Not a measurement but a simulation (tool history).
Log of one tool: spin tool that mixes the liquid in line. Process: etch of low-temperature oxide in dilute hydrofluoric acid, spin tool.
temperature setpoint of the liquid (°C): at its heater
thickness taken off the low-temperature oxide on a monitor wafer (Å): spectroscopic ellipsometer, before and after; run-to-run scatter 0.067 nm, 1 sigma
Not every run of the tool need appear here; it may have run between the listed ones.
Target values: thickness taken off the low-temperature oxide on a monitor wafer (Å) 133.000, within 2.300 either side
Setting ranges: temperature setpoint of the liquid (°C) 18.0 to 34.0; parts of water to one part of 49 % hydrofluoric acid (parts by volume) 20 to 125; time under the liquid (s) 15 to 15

run,hour,temperature setpoint of the liquid (°C),parts of water to one part of 49 % hydrofluoric acid (parts by volume),time under the liquid (s),thickness taken off the low-temperature oxide on a monitor wafer (Å)
1,0.0,26.0,70,15,88.607
2,8.5,27.5,70,15,94.430
3,11.8,27.5,70,15,93.765
4,15.3,29.0,70,15,99.958
5,17.5,30.0,70,15,104.300
6,21.9,31.0,70,15,107.610
7,27.2,31.5,70,15,109.480
8,34.7,32.0,70,15,112.020
9,35.7,32.5,70,15,114.590
10,44.5,33.0,70,15,115.940
11,49.6,33.5,65,15,128.710

Exercise: of the 4 proposed moves below, exactly one satisfies all targets within the stated allowed misses. Which move is it?
A,54.7,31.0,55,15,?
B,54.7,32.0,60,15,?
C,54.7,33.0,60,15,?
D,54.7,30.5,55,15,?

move,thickness taken off the low-temperature oxide on a monitor wafer (Å)
A,140.290
B,132.600
C,137.740
D,137.590
A: the result that was furthest off in the last run now lies on the other side of its target
B: all results land within tolerance of their targets
C: the result that was furthest off in the last run now lies on the other side of its target
D: the result that was furthest off in the last run now lies on the other side of its target
Correct choice: B, which meets every target

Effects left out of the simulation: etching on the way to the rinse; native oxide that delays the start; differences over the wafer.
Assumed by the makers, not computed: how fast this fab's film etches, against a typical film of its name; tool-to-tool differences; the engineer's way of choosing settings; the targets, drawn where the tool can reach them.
